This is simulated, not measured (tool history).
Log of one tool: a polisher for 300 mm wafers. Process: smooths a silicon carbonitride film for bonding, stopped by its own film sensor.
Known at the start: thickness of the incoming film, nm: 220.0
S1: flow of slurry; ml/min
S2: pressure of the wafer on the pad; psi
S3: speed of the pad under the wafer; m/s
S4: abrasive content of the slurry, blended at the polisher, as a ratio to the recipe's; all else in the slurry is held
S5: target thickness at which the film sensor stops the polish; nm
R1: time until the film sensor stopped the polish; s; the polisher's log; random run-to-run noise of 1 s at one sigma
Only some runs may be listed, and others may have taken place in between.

run,day,S1,S2,S3,S4,S5,R1
1,0.000,235,2.3,0.80,1.00,194,118.60
2,0.071,235,2.4,0.80,1.00,194,120.67
3,0.204,235,2.6,0.80,1.00,194,111.93
4,0.471,235,2.6,0.80,0.85,194,118.93
5,0.604,235,2.8,0.80,0.85,194,113.00
6,0.954,235,2.8,0.80,1.05,194,105.19
7,1.121,235,2.8,0.80,1.05,194,103.51

Run 8, settings as shown, results not yet in. Your forecast:
8,1.479,235,2.9,0.80,1.05,194,?

{"run 8": {"R1": 100.46}}
